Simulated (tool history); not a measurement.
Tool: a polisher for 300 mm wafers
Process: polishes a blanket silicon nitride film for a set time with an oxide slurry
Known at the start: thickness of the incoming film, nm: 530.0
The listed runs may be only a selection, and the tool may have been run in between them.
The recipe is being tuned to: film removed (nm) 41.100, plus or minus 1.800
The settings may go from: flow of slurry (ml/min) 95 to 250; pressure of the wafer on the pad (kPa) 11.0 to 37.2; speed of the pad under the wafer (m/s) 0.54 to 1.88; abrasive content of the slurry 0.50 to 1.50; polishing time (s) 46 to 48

run,day,flow of slurry (ml/min),pressure of the wafer on the pad (kPa),speed of the pad under the wafer (m/s),abrasive content of the slurry,polishing time (s),film removed (nm)
1,0.000,160,24.1,1.20,1.00,46,22.036
2,0.300,160,20.0,1.20,1.00,46,19.551
3,0.429,160,20.0,1.20,1.00,46,18.946
4,0.575,160,20.0,1.20,0.90,46,17.763
5,0.629,160,20.0,1.00,0.90,46,16.027
6,0.867,160,15.9,1.00,0.90,46,14.271
7,1.192,160,19.3,1.12,0.90,46,17.129
8,1.492,160,22.8,1.20,0.90,46,19.422
# day 1.546: conditioning disc replaced and pad reconditioned
9,1.546,160,25.5,1.30,0.90,46,32.740
10,1.775,160,26.2,1.30,0.90,46,32.579
11,1.875,160,26.9,1.30,0.90,46,32.981

Which one of the following 4 next-run settings gets every result inside its allowed miss? There is exactly one.
A,1.975,185,23.4,1.00,0.85,46,?
B,1.975,150,26.2,1.24,0.85,46,?
C,1.975,155,25.5,1.62,1.05,48,?
D,1.975,165,17.9,1.06,1.10,46,?

move,film removed (nm)
A,24.316
B,29.695
C,41.061
D,22.911
A: lands further from the targets than the last run did
B: lands further from the targets than the last run did
C: hits every target within its allowed miss
D: lands further from the targets than the last run did
Correct choice: C, which meets every target
